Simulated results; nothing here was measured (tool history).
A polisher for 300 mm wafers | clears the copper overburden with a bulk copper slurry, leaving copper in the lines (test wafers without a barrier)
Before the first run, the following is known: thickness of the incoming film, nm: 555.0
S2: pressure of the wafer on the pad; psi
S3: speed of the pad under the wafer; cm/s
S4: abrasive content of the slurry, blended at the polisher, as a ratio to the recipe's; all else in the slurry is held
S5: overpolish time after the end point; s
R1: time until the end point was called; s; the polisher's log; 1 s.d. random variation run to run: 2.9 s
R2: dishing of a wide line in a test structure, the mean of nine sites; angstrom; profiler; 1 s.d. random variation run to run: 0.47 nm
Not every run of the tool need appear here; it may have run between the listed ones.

run 1 hour=0 | flow_of_slurry_(ml/min)=135 S2=2.9 S3=86 S4=1 S5=20 | R1=67.091 R2=765
run 2 hour=2.1 | flow_of_slurry_(ml/min)=135 S2=2.9 S3=86 S4=0.85 S5=20 | R1=67.766 R2=721.32
run 3 hour=4.2 | flow_of_slurry_(ml/min)=135 S2=2.9 S3=74 S4=0.85 S5=20 | R1=78.75 R2=668.61
run 4 hour=9.2 | flow_of_slurry_(ml/min)=135 S2=2.5 S3=68 S4=0.8 S5=18 | R1=99.484 R2=517.22
run 5 hour=13.5 | flow_of_slurry_(ml/min)=135 S2=2.5 S3=68 S4=0.6 S5=18 | R1=101.39 R2=514.03
run 6 hour=19.2 | flow_of_slurry_(ml/min)=110 S2=2.5 S3=68 S4=0.6 S5=18 | R1=102.73 R2=497.05
run 7 hour=26.2 | flow_of_slurry_(ml/min)=105 S2=1.7 S3=48 S4=0.55 S5=12 | R1=218.63 R2=185.38

What does the tool deliver on the next run?
run 8 hour=32.1 | flow_of_slurry_(ml/min)=110 S2=1.8 S3=48 S4=0.55 S5=13 | R1=? R2=?

{"run 8": {"R1": 205.45, "R2": 210.72}}
